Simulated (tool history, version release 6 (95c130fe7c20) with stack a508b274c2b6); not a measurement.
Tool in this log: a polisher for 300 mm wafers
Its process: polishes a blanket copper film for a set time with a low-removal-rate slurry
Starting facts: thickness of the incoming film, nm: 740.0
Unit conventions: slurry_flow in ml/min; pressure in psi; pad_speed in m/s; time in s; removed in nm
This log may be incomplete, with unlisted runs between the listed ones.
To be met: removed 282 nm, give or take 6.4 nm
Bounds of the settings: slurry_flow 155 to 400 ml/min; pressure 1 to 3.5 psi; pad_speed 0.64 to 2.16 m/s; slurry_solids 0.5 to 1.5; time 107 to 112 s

run    day  slurry_flow  pressure  pad_speed  slurry_solids  time  removed
  1      0          255       2.2        1.4              1   107   363.51
  2  0.296          230       2.2        1.4              1   107   362.88
  3   0.65          230       2.2       1.26              1   107   330.77
  4  0.933          230       2.1       1.26              1   107   316.83
  5  1.204          230       2.1       1.26            0.8   107   304.08
  6  1.525          275       2.1       1.26            0.8   107   311.71
  7  1.721          265       2.1       1.26            0.8   107   308.78
  8  1.917          260       2.1       1.26            0.8   107   306.96

4 candidate next runs follow, results not yet known. Just one meets every target within its allowed miss. Identify it.
  A  2.112          250       2.1       1.32           0.85   112        ?
  B  2.112          255       1.8       1.22            0.9   107        ?
  C  2.112          320       1.7        1.5           0.55   107        ?
  D  2.112          245       1.9       1.34           1.05   112        ?

move  removed
   A    342.3
   B   267.87
   C    282.6
   D   324.76
A: its largest miss is bigger than the last run's
B: pushes the last run's worst result past its target
C: in spec on every target
D: its largest miss is bigger than the last run's
Move C is the one to make.
